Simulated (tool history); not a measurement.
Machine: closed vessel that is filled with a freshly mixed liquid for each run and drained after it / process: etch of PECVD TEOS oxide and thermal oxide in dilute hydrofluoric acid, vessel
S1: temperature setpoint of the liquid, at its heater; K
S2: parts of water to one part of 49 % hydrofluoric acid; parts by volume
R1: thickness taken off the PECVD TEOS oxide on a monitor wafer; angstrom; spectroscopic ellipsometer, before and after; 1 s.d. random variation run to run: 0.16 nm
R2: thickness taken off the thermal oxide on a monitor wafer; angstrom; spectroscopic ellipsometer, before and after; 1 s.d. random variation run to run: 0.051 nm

Run 1, hour 0: S1 297.15 K, S2 80 parts by volume, time in the liquid (s) 60. Result: R1 122.28 angstrom, R2 35.034 angstrom.
Run 2, hour 6.3: S1 297.15 K, S2 65 parts by volume, time in the liquid (s) 60. Result: R1 154.78 angstrom, R2 42.996 angstrom.
Run 3, hour 9.6: S1 297.65 K, S2 65 parts by volume, time in the liquid (s) 60. Result: R1 158.18 angstrom, R2 45.28 angstrom.
Run 4, hour 18.2: S1 298.15 K, S2 65 parts by volume, time in the liquid (s) 60. Result: R1 159.63 angstrom, R2 46.522 angstrom.
Run 5, hour 24.6: S1 298.15 K, S2 45 parts by volume, time in the liquid (s) 60. Result: R1 240.43 angstrom, R2 68.239 angstrom.
Run 6, hour 33: S1 299.65 K, S2 45 parts by volume, time in the liquid (s) 60. Result: R1 256.11 angstrom, R2 71.411 angstrom.
Run 7, hour 40.8: S1 298.15 K, S2 45 parts by volume, time in the liquid (s) 60. Result: R1 237.94 angstrom, R2 68.957 angstrom.
Run 8, hour 43.6: S1 297.15 K, S2 45 parts by volume, time in the liquid (s) 60. Result: R1 228.13 angstrom, R2 65.776 angstrom.

What will run 9 give?
Run 9, hour 46.4: S1 296.15 K, S2 45 parts by volume, time in the liquid (s) 60. Result: R1 ?, R2 ?.

R1: 219.48 angstrom
R2: 62.353 angstrom
